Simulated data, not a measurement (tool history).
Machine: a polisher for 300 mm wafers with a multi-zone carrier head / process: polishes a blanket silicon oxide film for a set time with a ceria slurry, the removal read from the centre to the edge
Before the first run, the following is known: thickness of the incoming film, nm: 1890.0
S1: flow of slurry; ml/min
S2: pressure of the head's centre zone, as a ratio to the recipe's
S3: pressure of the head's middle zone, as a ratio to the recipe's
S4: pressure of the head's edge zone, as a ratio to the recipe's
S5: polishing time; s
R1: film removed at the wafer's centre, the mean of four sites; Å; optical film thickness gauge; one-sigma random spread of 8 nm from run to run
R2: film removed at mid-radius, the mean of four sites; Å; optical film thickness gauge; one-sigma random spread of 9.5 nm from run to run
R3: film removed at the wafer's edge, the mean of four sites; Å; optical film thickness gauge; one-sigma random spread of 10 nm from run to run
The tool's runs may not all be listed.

{"run": 1, "day": 0.0, "S1": 275, "S2": 1, "S3": 1, "S4": 1, "S5": 87, "R1": 5846.6, "R2": 6090.2, "R3": 6233}
{"run": 2, "day": 0.042, "S1": 250, "S2": 1, "S3": 1, "S4": 1, "S5": 87, "R1": 5897.9, "R2": 6050.6, "R3": 6147.3}
{"run": 3, "day": 0.396, "S1": 250, "S2": 1, "S3": 1, "S4": 1, "S5": 102, "R1": 7096.8, "R2": 7037.4, "R3": 7144.7}
{"run": 4, "day": 0.517, "S1": 265, "S2": 0.97, "S3": 1, "S4": 1.04, "S5": 103, "R1": 6625.4, "R2": 7106.3, "R3": 7406.3}
{"run": 5, "day": 0.579, "S1": 265, "S2": 1.05, "S3": 1, "S4": 1.04, "S5": 103, "R1": 7315.5, "R2": 7392.6, "R3": 7486.7}
{"run": 6, "day": 0.812, "S1": 275, "S2": 1.03, "S3": 1, "S4": 1.07, "S5": 104, "R1": 7176.8, "R2": 7224.3, "R3": 7556.8}
{"run": 7, "day": 1.125, "S1": 285, "S2": 1, "S3": 1.01, "S4": 1.09, "S5": 105, "R1": 7023, "R2": 7492.5, "R3": 7699.1}
{"run": 8, "day": 1.412, "S1": 285, "S2": 1, "S3": 1.01, "S4": 1.09, "S5": 105, "R1": 7336.5, "R2": 7587.9, "R3": 7791}

For run 9, what comes out?
{"run": 9, "day": 1.525, "S1": 285, "S2": 1, "S3": 1.01, "S4": 1.09, "S5": 105, "R1": "?", "R2": "?", "R3": "?"}

R1: 7377.9 Å
R2: 7454.1 Å
R3: 7818.4 Å
